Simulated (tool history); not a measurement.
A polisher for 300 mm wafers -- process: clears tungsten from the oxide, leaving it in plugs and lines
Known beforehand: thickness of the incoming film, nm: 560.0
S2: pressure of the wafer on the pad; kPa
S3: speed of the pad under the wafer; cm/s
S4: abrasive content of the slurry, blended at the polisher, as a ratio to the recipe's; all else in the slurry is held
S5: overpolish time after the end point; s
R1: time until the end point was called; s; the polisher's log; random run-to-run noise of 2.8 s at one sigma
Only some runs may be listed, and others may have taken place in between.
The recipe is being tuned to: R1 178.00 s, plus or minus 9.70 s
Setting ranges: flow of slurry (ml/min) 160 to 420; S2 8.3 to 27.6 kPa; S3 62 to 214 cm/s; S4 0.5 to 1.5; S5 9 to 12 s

Run 1, hour 0.0: flow of slurry (ml/min) 270, S2 17.9 kPa, S3 138 cm/s, S4 1.0, S5 12 s. Result: R1 114.12 s.
Run 2, hour 3.9: flow of slurry (ml/min) 270, S2 15.9 kPa, S3 136 cm/s, S4 1.0, S5 12 s. Result: R1 130.02 s.
Run 3, hour 10.1: flow of slurry (ml/min) 270, S2 18.6 kPa, S3 136 cm/s, S4 1.0, S5 12 s. Result: R1 112.57 s.
Run 4, hour 16.2: flow of slurry (ml/min) 315, S2 18.6 kPa, S3 136 cm/s, S4 1.0, S5 12 s. Result: R1 112.85 s.
Run 5, hour 17.5: flow of slurry (ml/min) 315, S2 18.6 kPa, S3 136 cm/s, S4 1.0, S5 9 s. Result: R1 113.22 s.
Run 6, hour 18.7: flow of slurry (ml/min) 315, S2 16.5 kPa, S3 134 cm/s, S4 1.0, S5 9 s. Result: R1 123.92 s.
Run 7, hour 25.4: flow of slurry (ml/min) 315, S2 14.5 kPa, S3 132 cm/s, S4 1.0, S5 9 s. Result: R1 140.79 s.
Run 8, hour 31.5: flow of slurry (ml/min) 315, S2 13.1 kPa, S3 130 cm/s, S4 1.0, S5 9 s. Result: R1 151.57 s.
Run 9, hour 32.2: flow of slurry (ml/min) 315, S2 12.4 kPa, S3 130 cm/s, S4 1.0, S5 9 s. Result: R1 162.65 s.

Of the 5 settings listed for the next run, only one would bring every result within its allowed miss of target. Which one?
Run A, hour 32.9: flow of slurry (ml/min) 280, S2 13.1 kPa, S3 94 cm/s, S4 0.9, S5 12 s. Result: R1 ?.
Run B, hour 32.9: flow of slurry (ml/min) 345, S2 11.7 kPa, S3 136 cm/s, S4 1.1, S5 10 s. Result: R1 ?.
Run C, hour 32.9: flow of slurry (ml/min) 245, S2 13.8 kPa, S3 100 cm/s, S4 1.0, S5 9 s. Result: R1 ?.
Run D, hour 32.9: flow of slurry (ml/min) 315, S2 11.0 kPa, S3 110 cm/s, S4 1.0, S5 11 s. Result: R1 ?.
Run E, hour 32.9: flow of slurry (ml/min) 325, S2 13.1 kPa, S3 120 cm/s, S4 1.0, S5 9 s. Result: R1 ?.

move      R1
   A  196.71
   B  158.29
   C  179.06
   D  197.36
   E  162.07
A: moves the result that the last run missed by most past its target, out the other side
B: further off than the last run
C: meets every target
D: moves the result that the last run missed by most past its target, out the other side
E: neither nearer nor further off than the last run
So the answer is move C, the one that meets all the targets.
